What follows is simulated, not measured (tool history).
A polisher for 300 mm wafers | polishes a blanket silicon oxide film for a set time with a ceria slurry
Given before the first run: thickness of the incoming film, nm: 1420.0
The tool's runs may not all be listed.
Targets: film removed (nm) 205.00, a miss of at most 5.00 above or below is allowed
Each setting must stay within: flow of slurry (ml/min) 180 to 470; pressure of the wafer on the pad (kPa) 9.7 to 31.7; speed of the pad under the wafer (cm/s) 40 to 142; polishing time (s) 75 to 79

run	day	flow of slurry (ml/min)	pressure of the wafer on the pad (kPa)	speed of the pad under the wafer (cm/s)	polishing time (s)	film removed (nm)
1	0.000	300	20.7	90	75	299.97
2	0.258	295	17.9	90	75	261.91
3	0.550	295	20.7	90	75	299.69
4	0.854	295	20.7	90	79	316.91
5	1.217	295	20.7	100	79	345.62
6	1.479	290	17.2	100	79	289.83
7	1.642	280	15.2	100	79	258.18
8	1.704	265	13.8	100	79	228.92
9	1.800	240	13.8	100	79	227.58
10	2.067	235	11.0	100	79	184.78
11	2.154	260	11.0	100	79	187.26
12	2.175	275	11.7	100	79	198.56
13	2.271	280	11.7	100	79	202.57
14	2.492	280	11.7	100	79	198.25
15	2.575	285	12.4	100	79	210.14
16	2.896	280	12.4	100	79	212.74

Consider the 4 candidate settings below. Which is the only one whose results all fall within their allowed miss of target?
A	3.217	345	15.9	82	79	?
B	3.217	290	12.4	106	79	?
C	3.217	225	13.8	96	79	?
D	3.217	365	11.0	108	79	?

move	film removed (nm)
A	231.76
B	223.19
C	220.35
D	207.00
A: moves away from the targets compared with the last run
B: moves away from the targets compared with the last run
C: moves away from the targets compared with the last run
D: all results land within tolerance of their targets
Go with D: it meets all targets.
